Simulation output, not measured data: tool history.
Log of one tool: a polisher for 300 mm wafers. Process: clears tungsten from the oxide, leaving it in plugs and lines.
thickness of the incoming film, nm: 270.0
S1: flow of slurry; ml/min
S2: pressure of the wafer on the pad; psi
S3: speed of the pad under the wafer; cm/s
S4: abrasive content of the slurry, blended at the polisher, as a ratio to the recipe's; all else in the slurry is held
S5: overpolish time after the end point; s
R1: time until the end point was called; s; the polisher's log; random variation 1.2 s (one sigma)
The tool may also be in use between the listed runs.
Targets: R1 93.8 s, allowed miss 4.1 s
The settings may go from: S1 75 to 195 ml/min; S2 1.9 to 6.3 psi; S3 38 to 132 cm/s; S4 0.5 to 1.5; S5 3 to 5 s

| run | day | S1 | S2 | S3 | S4 | S5 | R1 |
|---|---|---|---|---|---|---|---|
| 1 | 0 | 125 | 4.1 | 84 | 1 | 5 | 62.77 |
| 2 | 0.071 | 125 | 5 | 84 | 1 | 5 | 52.514 |
| 3 | 0.279 | 125 | 4.5 | 84 | 1 | 5 | 57.414 |
| 4 | 0.583 | 125 | 4 | 84 | 1 | 5 | 62.315 |
| 5 | 0.692 | 125 | 4 | 84 | 0.8 | 5 | 68.025 |
| 6 | 1.067 | 125 | 3.7 | 84 | 0.8 | 5 | 74.225 |
| 7 | 1.121 | 125 | 3.7 | 84 | 0.8 | 5 | 75.079 |
| 8 | 1.417 | 125 | 3.5 | 84 | 0.8 | 5 | 79.288 |
| 9 | 1.625 | 125 | 3.4 | 84 | 0.8 | 5 | 78.351 |
| 10 | 1.858 | 125 | 3.2 | 84 | 0.8 | 5 | 84.843 |
| 11 | 2.121 | 125 | 3.2 | 84 | 0.8 | 5 | 83.916 |
| 12 | 2.388 | 125 | 3.1 | 84 | 0.8 | 5 | 89.273 |

Which of these 5 next moves meets every target?
| A | 2.654 | 100 | 3.6 | 86 | 0.7 | 4 | ? |
| B | 2.654 | 155 | 2.6 | 94 | 0.7 | 3 | ? |
| C | 2.654 | 80 | 4.4 | 66 | 0.9 | 5 | ? |
| D | 2.654 | 130 | 4 | 60 | 0.85 | 3 | ? |
| E | 2.654 | 80 | 3.7 | 78 | 1 | 3 | ? |

| move | R1 |
|---|---|
| A | 80.52 |
| B | 91.011 |
| C | 82.322 |
| D | 87.047 |
| E | 81.633 |
A: further off than the last run
B: meets every target
C: further off than the last run
D: further off than the last run
E: further off than the last run
Answer: B

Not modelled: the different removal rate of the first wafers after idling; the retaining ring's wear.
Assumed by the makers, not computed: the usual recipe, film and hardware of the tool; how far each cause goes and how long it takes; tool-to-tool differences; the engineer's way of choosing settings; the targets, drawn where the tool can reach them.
